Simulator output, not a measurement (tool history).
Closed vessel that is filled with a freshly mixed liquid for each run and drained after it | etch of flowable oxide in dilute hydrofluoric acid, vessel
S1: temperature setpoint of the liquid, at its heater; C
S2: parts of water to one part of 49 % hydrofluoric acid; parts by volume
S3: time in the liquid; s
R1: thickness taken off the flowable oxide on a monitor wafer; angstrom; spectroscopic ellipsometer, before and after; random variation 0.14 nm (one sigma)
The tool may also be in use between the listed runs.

run  hour    S1   S2  S3      R1
  1   0.0  22.0  105  85  233.85
  2   1.2  20.5  115  85  200.99
  3   5.4  20.5  115  85  201.88
  4   9.1  20.5  115  95  225.49
  5  16.9  17.5  115  95  196.75
  6  23.8  17.5  115  95  196.38

Run 7 comes next. What will it give?
  7  30.5  17.5  125  95   ?

{"run 7": {"R1": 182.72}}
